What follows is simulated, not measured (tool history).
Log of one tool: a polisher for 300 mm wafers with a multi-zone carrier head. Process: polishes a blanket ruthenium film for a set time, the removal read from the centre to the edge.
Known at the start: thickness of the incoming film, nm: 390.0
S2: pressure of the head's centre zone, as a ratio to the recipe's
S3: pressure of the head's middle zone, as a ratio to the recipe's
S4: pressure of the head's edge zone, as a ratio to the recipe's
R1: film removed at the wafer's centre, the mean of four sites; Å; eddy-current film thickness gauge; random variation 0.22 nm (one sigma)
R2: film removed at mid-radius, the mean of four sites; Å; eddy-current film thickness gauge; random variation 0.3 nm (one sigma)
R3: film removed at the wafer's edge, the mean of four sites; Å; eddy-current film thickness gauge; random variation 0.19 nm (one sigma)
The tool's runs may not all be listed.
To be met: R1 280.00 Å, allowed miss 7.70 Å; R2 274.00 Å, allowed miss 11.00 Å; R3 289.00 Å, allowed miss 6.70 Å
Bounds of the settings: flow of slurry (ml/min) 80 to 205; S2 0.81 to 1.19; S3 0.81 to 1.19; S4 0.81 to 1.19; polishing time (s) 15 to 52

{"run": 1, "hour": 0.0, "flow of slurry (ml/min)": 135, "S2": 1.0, "S3": 1.0, "S4": 1.0, "polishing time (s)": 33, "R1": 244.94, "R2": 245.12, "R3": 243.36}
{"run": 2, "hour": 7.8, "flow of slurry (ml/min)": 145, "S2": 1.0, "S3": 1.0, "S4": 1.03, "polishing time (s)": 33, "R1": 247.61, "R2": 248.71, "R3": 248.79}
{"run": 3, "hour": 9.8, "flow of slurry (ml/min)": 165, "S2": 1.0, "S3": 1.0, "S4": 1.03, "polishing time (s)": 33, "R1": 258.47, "R2": 261.75, "R3": 252.67}
{"run": 4, "hour": 15.4, "flow of slurry (ml/min)": 170, "S2": 1.0, "S3": 0.99, "S4": 1.05, "polishing time (s)": 33, "R1": 259.22, "R2": 258.84, "R3": 257.69}
{"run": 5, "hour": 17.8, "flow of slurry (ml/min)": 175, "S2": 1.0, "S3": 0.99, "S4": 1.07, "polishing time (s)": 33, "R1": 259.34, "R2": 259.05, "R3": 259.33}
{"run": 6, "hour": 24.6, "flow of slurry (ml/min)": 175, "S2": 1.0, "S3": 0.99, "S4": 1.07, "polishing time (s)": 40, "R1": 313.75, "R2": 315.46, "R3": 313.48}
{"run": 7, "hour": 25.5, "flow of slurry (ml/min)": 165, "S2": 1.0, "S3": 0.98, "S4": 1.06, "polishing time (s)": 40, "R1": 305.16, "R2": 308.54, "R3": 314.13}
{"run": 8, "hour": 33.9, "flow of slurry (ml/min)": 160, "S2": 1.0, "S3": 0.98, "S4": 1.05, "polishing time (s)": 40, "R1": 308.34, "R2": 306.03, "R3": 307.51}
{"run": 9, "hour": 40.5, "flow of slurry (ml/min)": 155, "S2": 1.0, "S3": 0.98, "S4": 1.05, "polishing time (s)": 40, "R1": 307.15, "R2": 307.49, "R3": 305.18}
{"run": 10, "hour": 44.0, "flow of slurry (ml/min)": 150, "S2": 1.0, "S3": 0.97, "S4": 1.05, "polishing time (s)": 40, "R1": 305.92, "R2": 294.87, "R3": 308.17}
{"run": 11, "hour": 46.5, "flow of slurry (ml/min)": 115, "S2": 0.98, "S3": 0.99, "S4": 0.98, "polishing time (s)": 40, "R1": 278.61, "R2": 284.04, "R3": 281.47}

Which of these 5 next moves meets every target?
{"run": "A", "hour": 49.0, "flow of slurry (ml/min)": 110, "S2": 1.03, "S3": 1.09, "S4": 1.0, "polishing time (s)": 39, "R1": "?", "R2": "?", "R3": "?"}
{"run": "B", "hour": 49.0, "flow of slurry (ml/min)": 125, "S2": 1.08, "S3": 1.0, "S4": 0.94, "polishing time (s)": 38, "R1": "?", "R2": "?", "R3": "?"}
{"run": "C", "hour": 49.0, "flow of slurry (ml/min)": 115, "S2": 0.98, "S3": 0.93, "S4": 1.0, "polishing time (s)": 40, "R1": "?", "R2": "?", "R3": "?"}
{"run": "D", "hour": 49.0, "flow of slurry (ml/min)": 140, "S2": 0.98, "S3": 1.07, "S4": 1.08, "polishing time (s)": 37, "R1": "?", "R2": "?", "R3": "?"}
{"run": "E", "hour": 49.0, "flow of slurry (ml/min)": 120, "S2": 1.05, "S3": 0.99, "S4": 0.99, "polishing time (s)": 38, "R1": "?", "R2": "?", "R3": "?"}

move=A R1=276.15 R2=302.96 R3=275.97
move=B R1=293.48 R2=284.19 R3=269.22
move=C R1=273.02 R2=275.59 R3=286.13
move=D R1=267.23 R2=300.98 R3=282.01
move=E R1=281.84 R2=278.88 R3=272.70
A: further off than the last run
B: further off than the last run
C: meets every target
D: further off than the last run
E: further off than the last run
Move C is the one to make.

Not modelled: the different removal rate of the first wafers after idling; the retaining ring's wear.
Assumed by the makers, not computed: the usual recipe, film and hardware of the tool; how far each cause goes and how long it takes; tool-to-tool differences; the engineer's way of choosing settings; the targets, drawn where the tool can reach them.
